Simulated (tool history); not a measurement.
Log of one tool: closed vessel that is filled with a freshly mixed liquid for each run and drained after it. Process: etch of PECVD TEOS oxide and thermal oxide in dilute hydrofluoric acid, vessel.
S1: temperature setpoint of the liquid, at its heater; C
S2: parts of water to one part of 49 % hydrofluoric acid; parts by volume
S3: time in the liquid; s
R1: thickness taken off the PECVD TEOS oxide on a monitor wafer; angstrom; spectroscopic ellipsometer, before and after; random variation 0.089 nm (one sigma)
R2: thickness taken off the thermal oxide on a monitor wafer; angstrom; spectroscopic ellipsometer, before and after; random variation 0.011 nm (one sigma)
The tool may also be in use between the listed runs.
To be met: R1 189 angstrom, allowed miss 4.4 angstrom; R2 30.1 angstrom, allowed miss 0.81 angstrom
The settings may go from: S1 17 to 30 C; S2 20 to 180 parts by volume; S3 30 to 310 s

{"run": 1, "hour": 0.0, "S1": 22, "S2": 100, "S3": 160, "R1": 355.71, "R2": 57.365}
{"run": 2, "hour": 7.1, "S1": 21, "S2": 105, "S3": 160, "R1": 323.01, "R2": 52.131}
{"run": 3, "hour": 10.6, "S1": 20.5, "S2": 110, "S3": 160, "R1": 304.28, "R2": 48.48}
{"run": 4, "hour": 16.4, "S1": 20, "S2": 115, "S3": 160, "R1": 282.89, "R2": 45.101}
{"run": 5, "hour": 23.3, "S1": 19.5, "S2": 120, "S3": 160, "R1": 263.54, "R2": 41.955}
{"run": 6, "hour": 28.4, "S1": 19.5, "S2": 85, "S3": 160, "R1": 386.41, "R2": 61.853}
{"run": 7, "hour": 32.8, "S1": 19, "S2": 95, "S3": 160, "R1": 332.68, "R2": 53.454}
{"run": 8, "hour": 37.5, "S1": 17, "S2": 135, "S3": 160, "R1": 209.05, "R2": 33.198}
{"hour": 43.5, "done": "hydrofluoric acid flow meter replaced"}
{"run": 9, "hour": 43.5, "S1": 17, "S2": 140, "S3": 160, "R1": 212.47, "R2": 33.728}
{"run": 10, "hour": 49.7, "S1": 17, "S2": 150, "S3": 160, "R1": 195.53, "R2": 30.959}

Which of these 4 next moves meets every target?
{"run": "A", "hour": 55.9, "S1": 20.5, "S2": 100, "S3": 90, "R1": "?", "R2": "?"}
{"run": "B", "hour": 55.9, "S1": 17, "S2": 170, "S3": 180, "R1": "?", "R2": "?"}
{"run": "C", "hour": 55.9, "S1": 18, "S2": 120, "S3": 120, "R1": "?", "R2": "?"}
{"run": "D", "hour": 55.9, "S1": 17.5, "S2": 150, "S3": 160, "R1": "?", "R2": "?"}

move=A R1=200.98 R2=32.002
move=B R1=190.77 R2=30.376
move=C R1=197.2 R2=31.4
move=D R1=199.94 R2=31.837
A: further off than the last run
B: meets every target
C: further off than the last run
D: further off than the last run
The right move is B.
